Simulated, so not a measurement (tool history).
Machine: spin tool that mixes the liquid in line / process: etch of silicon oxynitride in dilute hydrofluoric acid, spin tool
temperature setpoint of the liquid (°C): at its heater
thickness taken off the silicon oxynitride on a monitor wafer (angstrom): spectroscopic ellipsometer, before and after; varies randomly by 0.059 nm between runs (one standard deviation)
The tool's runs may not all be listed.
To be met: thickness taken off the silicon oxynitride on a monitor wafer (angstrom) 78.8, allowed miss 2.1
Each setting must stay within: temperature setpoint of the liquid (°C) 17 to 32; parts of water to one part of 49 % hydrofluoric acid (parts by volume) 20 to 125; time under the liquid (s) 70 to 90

run,day,temperature setpoint of the liquid (°C),parts of water to one part of 49 % hydrofluoric acid (parts by volume),time under the liquid (s),thickness taken off the silicon oxynitride on a monitor wafer (angstrom)
1,0,24,70,90,40.165
2,0.025,24,70,90,39.817
3,0.108,24,85,90,33.128
4,0.308,22.5,85,90,30.317
5,0.612,22.5,85,70,23.759
6,0.8,24.5,85,70,26.355
7,0.996,26,70,70,34.684
8,1.2,27,60,70,42.899
9,1.346,31,30,70,105.88
10,1.508,27,30,70,85.74

Consider the 4 candidate settings below. Which is the only one whose results all fall within their allowed miss of target?
A,1.671,27,35,70,?
B,1.671,29.5,40,70,?
C,1.671,28,40,75,?
D,1.671,27,40,85,?

move,thickness taken off the silicon oxynitride on a monitor wafer (angstrom)
A,74.979
B,73.581
C,73.426
D,79.328
A: moves the result that the last run missed by most past its target, out the other side
B: moves the result that the last run missed by most past its target, out the other side
C: moves the result that the last run missed by most past its target, out the other side
D: every result within its allowed miss
The move that meets every target is D.
